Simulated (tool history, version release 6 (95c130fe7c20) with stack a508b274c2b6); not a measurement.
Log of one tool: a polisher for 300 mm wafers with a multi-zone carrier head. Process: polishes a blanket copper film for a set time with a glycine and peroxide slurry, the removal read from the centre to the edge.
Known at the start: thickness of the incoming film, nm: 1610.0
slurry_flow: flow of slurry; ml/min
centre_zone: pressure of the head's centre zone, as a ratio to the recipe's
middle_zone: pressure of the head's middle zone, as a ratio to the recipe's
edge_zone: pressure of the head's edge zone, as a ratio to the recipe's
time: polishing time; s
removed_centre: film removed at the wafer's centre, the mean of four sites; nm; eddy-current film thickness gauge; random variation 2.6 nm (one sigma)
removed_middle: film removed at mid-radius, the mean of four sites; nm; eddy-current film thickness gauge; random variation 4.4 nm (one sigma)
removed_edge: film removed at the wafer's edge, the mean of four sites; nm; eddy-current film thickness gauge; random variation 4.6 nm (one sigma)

| run | day | slurry_flow | centre_zone | middle_zone | edge_zone | time | removed_centre | removed_middle | removed_edge |
|---|---|---|---|---|---|---|---|---|---|
| 1 | 0 | 305 | 1 | 1 | 1 | 84 | 400.62 | 401.96 | 392.68 |
| 2 | 0.296 | 305 | 0.98 | 1 | 0.98 | 83 | 387.81 | 397.17 | 386.4 |
| 3 | 0.404 | 305 | 0.98 | 0.92 | 0.98 | 83 | 382.38 | 374.02 | 389.73 |
| 4 | 0.438 | 305 | 0.98 | 0.92 | 1.06 | 83 | 381.2 | 372.46 | 391.41 |
| 5 | 0.55 | 305 | 0.91 | 0.92 | 1.06 | 83 | 359.17 | 365.5 | 397.12 |
| 6 | 0.892 | 305 | 0.91 | 0.84 | 1.06 | 83 | 358.41 | 343.69 | 408.78 |
| 7 | 1.129 | 305 | 0.91 | 0.87 | 1.05 | 81 | 348.4 | 340.48 | 386.83 |
| 8 | 1.217 | 305 | 0.91 | 0.89 | 1.04 | 80 | 342.04 | 351.46 | 385.51 |

The next listed run, before its measurement:
| 9 | 1.308 | 310 | 0.89 | 0.92 | 0.94 | 71 | ? | ? | ? |

Run 9 gave removed_centre 301.78 nm, removed_middle 316.63 nm, removed_edge 325.45 nm.
